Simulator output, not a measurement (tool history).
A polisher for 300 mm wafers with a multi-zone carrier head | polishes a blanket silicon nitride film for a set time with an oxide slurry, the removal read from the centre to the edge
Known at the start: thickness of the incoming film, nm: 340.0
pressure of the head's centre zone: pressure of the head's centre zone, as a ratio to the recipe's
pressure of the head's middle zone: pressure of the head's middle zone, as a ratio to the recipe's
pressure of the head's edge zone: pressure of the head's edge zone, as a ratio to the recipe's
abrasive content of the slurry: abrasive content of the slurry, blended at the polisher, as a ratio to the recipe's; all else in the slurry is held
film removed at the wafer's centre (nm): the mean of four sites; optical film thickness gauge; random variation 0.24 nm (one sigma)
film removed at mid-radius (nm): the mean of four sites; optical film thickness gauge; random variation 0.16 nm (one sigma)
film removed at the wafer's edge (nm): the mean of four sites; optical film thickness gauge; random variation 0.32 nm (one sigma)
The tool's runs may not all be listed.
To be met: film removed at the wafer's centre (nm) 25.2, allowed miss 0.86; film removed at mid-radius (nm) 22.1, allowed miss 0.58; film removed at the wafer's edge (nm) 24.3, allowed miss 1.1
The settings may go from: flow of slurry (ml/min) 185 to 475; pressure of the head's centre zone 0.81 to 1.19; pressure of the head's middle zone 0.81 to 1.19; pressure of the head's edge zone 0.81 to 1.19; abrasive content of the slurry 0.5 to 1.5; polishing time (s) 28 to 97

| run | day | flow of slurry (ml/min) | pressure of the head's centre zone | pressure of the head's middle zone | pressure of the head's edge zone | abrasive content of the slurry | polishing time (s) | film removed at the wafer's centre (nm) | film removed at mid-radius (nm) | film removed at the wafer's edge (nm) |
|---|---|---|---|---|---|---|---|---|---|---|
| 1 | 0 | 305 | 1 | 1 | 1 | 1 | 62 | 42.949 | 42.216 | 41.276 |
| 2 | 0.025 | 305 | 1 | 1.05 | 1 | 1 | 62 | 42.509 | 44.491 | 40.945 |
| 3 | 0.283 | 300 | 0.99 | 1.01 | 0.98 | 0.9 | 59 | 38.353 | 39.23 | 37.025 |
| 4 | 0.492 | 300 | 0.99 | 1.01 | 0.98 | 0.95 | 59 | 39.286 | 40.074 | 37.733 |
| 5 | 0.717 | 300 | 0.99 | 1.06 | 0.98 | 0.95 | 59 | 38.284 | 42.053 | 37.55 |
| 6 | 0.792 | 300 | 0.99 | 1.06 | 0.98 | 0.95 | 49 | 33.196 | 34.582 | 32.129 |
| 7 | 1.075 | 300 | 0.99 | 1.06 | 0.98 | 0.95 | 49 | 33.055 | 35.227 | 30.985 |
| 8 | 1.254 | 300 | 0.98 | 1.01 | 0.98 | 0.85 | 48 | 29.663 | 31.281 | 29.037 |
| 9 | 1.388 | 300 | 0.99 | 0.97 | 0.99 | 0.8 | 48 | 29.324 | 28.896 | 29.129 |
| 10 | 1.717 | 300 | 0.99 | 0.94 | 0.97 | 0.75 | 48 | 28.5 | 27.285 | 26.226 |
| 11 | 1.95 | 295 | 0.98 | 0.91 | 0.98 | 0.75 | 48 | 28.112 | 26.493 | 26.681 |
| 12 | 2.279 | 290 | 0.98 | 0.89 | 0.98 | 0.7 | 48 | 27.292 | 24.895 | 25.9 |
| 13 | 2.571 | 285 | 0.97 | 0.87 | 0.98 | 0.7 | 48 | 26.865 | 25.015 | 26.218 |
| 14 | 2.85 | 285 | 0.97 | 0.86 | 0.98 | 0.7 | 48 | 26.738 | 24.242 | 26.022 |

Which of these 4 next moves meets every target?
| A | 3.129 | 230 | 1.06 | 0.89 | 1.09 | 0.65 | 46 | ? | ? | ? |
| B | 3.129 | 340 | 1.04 | 0.93 | 0.99 | 0.65 | 48 | ? | ? | ? |
| C | 3.129 | 300 | 1.05 | 0.88 | 0.9 | 0.65 | 44 | ? | ? | ? |
| D | 3.129 | 280 | 0.96 | 0.88 | 0.91 | 0.7 | 43 | ? | ? | ? |

| move | film removed at the wafer's centre (nm) | film removed at mid-radius (nm) | film removed at the wafer's edge (nm) |
|---|---|---|---|
| A | 24.843 | 22.287 | 24.555 |
| B | 26.929 | 25.266 | 25.299 |
| C | 24.502 | 21.849 | 21.978 |
| D | 23.255 | 22.101 | 22.378 |
A: meets every target
B: further off than the last run
C: brings the result that was furthest off to its target, and leaves another outside
D: brings the result that was furthest off to its target, and leaves another outside
Answer: A
